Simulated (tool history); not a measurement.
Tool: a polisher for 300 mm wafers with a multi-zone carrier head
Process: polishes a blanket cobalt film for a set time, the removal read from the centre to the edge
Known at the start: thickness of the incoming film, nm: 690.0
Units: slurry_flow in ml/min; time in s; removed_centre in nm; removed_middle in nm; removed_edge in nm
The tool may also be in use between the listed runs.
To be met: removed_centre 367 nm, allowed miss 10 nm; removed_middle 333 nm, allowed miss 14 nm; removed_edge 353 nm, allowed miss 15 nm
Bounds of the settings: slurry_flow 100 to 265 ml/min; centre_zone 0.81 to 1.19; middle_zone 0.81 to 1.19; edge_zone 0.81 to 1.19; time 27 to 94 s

run	day	slurry_flow	centre_zone	middle_zone	edge_zone	time	removed_centre	removed_middle	removed_edge
1	0	170	1	1	1	60	266.19	257.91	268.96
2	0.275	170	1	1.05	1	60	263.5	270.58	268.76
3	0.592	170	1	1.1	1	60	269.73	277.97	265.08
4	0.938	170	1	1.06	1	60	265.35	270.11	266.88
5	1.025	180	1.02	1.06	1.03	62	286.23	282.99	284.37
6	1.321	180	1.02	1.06	1.03	54	249.09	248.39	248.03
7	1.65	180	1.02	1.06	1.03	54	248.35	244.53	240.58
8	1.875	180	1.03	1.06	1.04	58	268.77	266.72	262.81

Which of these 4 next moves meets every target?
A	2.1	155	0.91	0.84	1.16	93	?	?	?
B	2.1	225	0.96	1.01	1.12	43	?	?	?
C	2.1	200	1.06	0.98	1.07	76	?	?	?
D	2.1	175	1.12	0.81	1.07	90	?	?	?

move	removed_centre	removed_middle	removed_edge
A	359.86	341.78	437.14
B	188.59	193.35	207.43
C	361.33	328.12	353.88
D	440.68	329.32	413.11
A: brings the result that was furthest off to its target, and leaves another outside
B: further off than the last run
C: meets every target
D: takes the result that was furthest off past its target
Answer: C
